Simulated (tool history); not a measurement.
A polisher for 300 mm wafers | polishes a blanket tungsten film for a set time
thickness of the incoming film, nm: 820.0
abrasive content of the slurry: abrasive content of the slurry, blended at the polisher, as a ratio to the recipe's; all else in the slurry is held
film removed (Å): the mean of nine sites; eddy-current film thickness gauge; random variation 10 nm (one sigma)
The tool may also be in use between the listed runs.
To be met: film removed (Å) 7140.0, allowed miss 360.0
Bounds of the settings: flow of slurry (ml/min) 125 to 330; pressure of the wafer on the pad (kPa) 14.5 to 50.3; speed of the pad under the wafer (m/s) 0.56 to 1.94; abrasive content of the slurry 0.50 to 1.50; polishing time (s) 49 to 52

| run | hour | flow of slurry (ml/min) | pressure of the wafer on the pad (kPa) | speed of the pad under the wafer (m/s) | abrasive content of the slurry | polishing time (s) | film removed (Å) |
|---|---|---|---|---|---|---|---|
| 1 | 0.0 | 210 | 32.4 | 1.24 | 1.00 | 49 | 4454.9 |
| 2 | 3.3 | 210 | 35.2 | 1.26 | 1.00 | 49 | 4818.0 |
| 3 | 10.4 | 210 | 37.9 | 1.28 | 1.00 | 49 | 5113.0 |
| 4 | 17.7 | 210 | 40.0 | 1.30 | 1.00 | 49 | 5416.7 |
| 5 | 20.9 | 255 | 40.0 | 1.30 | 1.00 | 49 | 5437.6 |
| 6 | 24.5 | 255 | 40.0 | 1.06 | 1.00 | 49 | 4836.6 |
| 7 | 28.9 | 255 | 42.1 | 1.12 | 1.00 | 49 | 5160.0 |
| 8 | 37.5 | 255 | 43.4 | 1.18 | 1.00 | 49 | 5611.2 |
| 9 | 46.4 | 255 | 44.8 | 1.20 | 1.00 | 49 | 5689.4 |
| 10 | 49.2 | 255 | 45.5 | 1.24 | 1.00 | 49 | 5913.7 |
| 11 | 50.2 | 255 | 46.2 | 1.28 | 1.00 | 49 | 6144.8 |

4 next moves are on the table. One of them brings every result within its allowed miss. Which?
| A | 51.2 | 260 | 47.6 | 1.36 | 1.00 | 52 | ? |
| B | 51.2 | 265 | 45.5 | 1.18 | 1.05 | 51 | ? |
| C | 51.2 | 235 | 46.9 | 1.42 | 0.70 | 50 | ? |
| D | 51.2 | 280 | 50.3 | 1.14 | 0.75 | 52 | ? |

| move | film removed (Å) |
|---|---|
| A | 7142.2 |
| B | 6173.8 |
| C | 6378.8 |
| D | 6234.9 |
A: meets every target
B: as far off as the last run
C: nearer than the last run, and not there yet
D: nearer than the last run, and not there yet
The right move is A.

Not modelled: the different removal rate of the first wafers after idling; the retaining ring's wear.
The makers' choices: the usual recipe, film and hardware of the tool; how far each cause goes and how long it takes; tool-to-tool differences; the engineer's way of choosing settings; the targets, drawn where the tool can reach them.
